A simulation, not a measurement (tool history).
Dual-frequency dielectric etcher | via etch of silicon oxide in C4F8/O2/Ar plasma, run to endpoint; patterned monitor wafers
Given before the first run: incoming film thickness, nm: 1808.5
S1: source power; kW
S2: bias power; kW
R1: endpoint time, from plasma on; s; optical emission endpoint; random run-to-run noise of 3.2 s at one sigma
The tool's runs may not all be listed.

| run | day | S1 | S2 | R1 |
|---|---|---|---|---|
| 1 | 0.000 | 1.530 | 1.973 | 386.85 |
| 2 | 0.238 | 1.380 | 1.853 | 419.15 |
| 3 | 0.458 | 1.290 | 1.831 | 433.88 |
| 4 | 0.621 | 1.220 | 1.814 | 451.74 |
| 5 | 0.896 | 1.180 | 1.806 | 460.20 |
| 6 | 1.125 | 1.180 | 1.951 | 448.11 |
| 7 | 1.250 | 0.920 | 1.837 | 526.99 |

Run 8 is up next; what results do you expect?
| 8 | 1.429 | 0.960 | 1.845 | ? |

Run 8 gave R1 516.80 s.

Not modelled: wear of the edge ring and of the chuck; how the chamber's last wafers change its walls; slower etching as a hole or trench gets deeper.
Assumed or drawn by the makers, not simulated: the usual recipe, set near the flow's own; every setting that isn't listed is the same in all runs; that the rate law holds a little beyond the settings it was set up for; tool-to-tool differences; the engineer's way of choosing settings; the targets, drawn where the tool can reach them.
